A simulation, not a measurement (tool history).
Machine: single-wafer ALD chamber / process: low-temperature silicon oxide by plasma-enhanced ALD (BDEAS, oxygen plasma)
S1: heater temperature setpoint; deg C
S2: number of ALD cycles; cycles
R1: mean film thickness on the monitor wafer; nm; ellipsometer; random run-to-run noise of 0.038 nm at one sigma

run	hour	S1	S2	R1
1	0	110	59	8.1333
2	4.4	101	59	8.3937
3	11.8	104	57	8.0589
4	14.9	107	56	7.949
5	16.4	107	63	8.845
6	24.1	103	63	8.9715
7	31.2	106	61	8.6921

Expected results for the next run?
8	37.7	107	59	?

{"run 8": {"R1": 8.2449}}
